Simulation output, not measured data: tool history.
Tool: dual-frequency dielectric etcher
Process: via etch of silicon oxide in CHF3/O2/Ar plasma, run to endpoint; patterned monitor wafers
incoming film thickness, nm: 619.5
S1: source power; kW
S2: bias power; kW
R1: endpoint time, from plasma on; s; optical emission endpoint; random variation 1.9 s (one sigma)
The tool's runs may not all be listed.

run    day     S1     S2      R1
  1  0.000  0.490  0.202  336.88
  2  0.367  0.440  0.202  345.82
  3  0.550  0.440  0.169  382.67
  4  0.838  0.470  0.177  363.62
     1.192  -- source power generator calibrated
  5  1.192  0.500  0.183  352.28
  6  1.429  0.550  0.183  339.10
  7  1.517  0.570  0.188  328.17
  8  1.567  0.580  0.191  324.29
  9  1.912  0.590  0.194  321.71
 10  2.271  0.600  0.197  316.16

Run 11 comes next. What will it give?
 11  2.621  0.610  0.200   ?

Run 11 gave R1 312.56 s.
